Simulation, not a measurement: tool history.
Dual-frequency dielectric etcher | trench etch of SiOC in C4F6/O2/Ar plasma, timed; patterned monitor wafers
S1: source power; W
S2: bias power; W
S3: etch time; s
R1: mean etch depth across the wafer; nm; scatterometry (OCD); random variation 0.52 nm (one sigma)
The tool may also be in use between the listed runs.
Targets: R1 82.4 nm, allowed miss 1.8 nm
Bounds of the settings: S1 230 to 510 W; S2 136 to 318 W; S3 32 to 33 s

{"run": 1, "hour": 0.0, "S1": 370, "S2": 227, "S3": 32, "R1": 71.641}
{"run": 2, "hour": 1.7, "S1": 330, "S2": 227, "S3": 32, "R1": 67.449}
{"run": 3, "hour": 5.5, "S1": 300, "S2": 227, "S3": 32, "R1": 63.915}
{"run": 4, "hour": 7.1, "S1": 300, "S2": 227, "S3": 33, "R1": 66.132}
{"run": 5, "hour": 12.7, "S1": 250, "S2": 227, "S3": 33, "R1": 59.019}
{"run": 6, "hour": 15.1, "S1": 250, "S2": 191, "S3": 33, "R1": 56.042}
{"run": 7, "hour": 21.3, "S1": 300, "S2": 195, "S3": 33, "R1": 63.536}
{"run": 8, "hour": 30.2, "S1": 330, "S2": 198, "S3": 33, "R1": 66.734}
{"run": 9, "hour": 34.1, "S1": 360, "S2": 200, "S3": 33, "R1": 69.946}
{"run": 10, "hour": 42.8, "S1": 390, "S2": 202, "S3": 33, "R1": 73.147}
{"run": 11, "hour": 43.5, "S1": 390, "S2": 202, "S3": 33, "R1": 72.557}
{"run": 12, "hour": 46.2, "S1": 410, "S2": 204, "S3": 33, "R1": 74.965}
{"run": 13, "hour": 50.8, "S1": 430, "S2": 206, "S3": 33, "R1": 77.22}

Which of these 5 next moves meets every target?
{"run": "A", "hour": 55.4, "S1": 510, "S2": 208, "S3": 32.5, "R1": "?"}
{"run": "B", "hour": 55.4, "S1": 420, "S2": 222, "S3": 33, "R1": "?"}
{"run": "C", "hour": 55.4, "S1": 460, "S2": 220, "S3": 32, "R1": "?"}
{"run": "D", "hour": 55.4, "S1": 440, "S2": 184, "S3": 32, "R1": "?"}
{"run": "E", "hour": 55.4, "S1": 420, "S2": 224, "S3": 33, "R1": "?"}

move=A R1=83.129
move=B R1=77.977
move=C R1=78.934
move=D R1=73.92
move=E R1=78.156
A: meets every target
B: nearer than the last run, and not there yet
C: nearer than the last run, and not there yet
D: further off than the last run
E: nearer than the last run, and not there yet
Move A is the one to make.
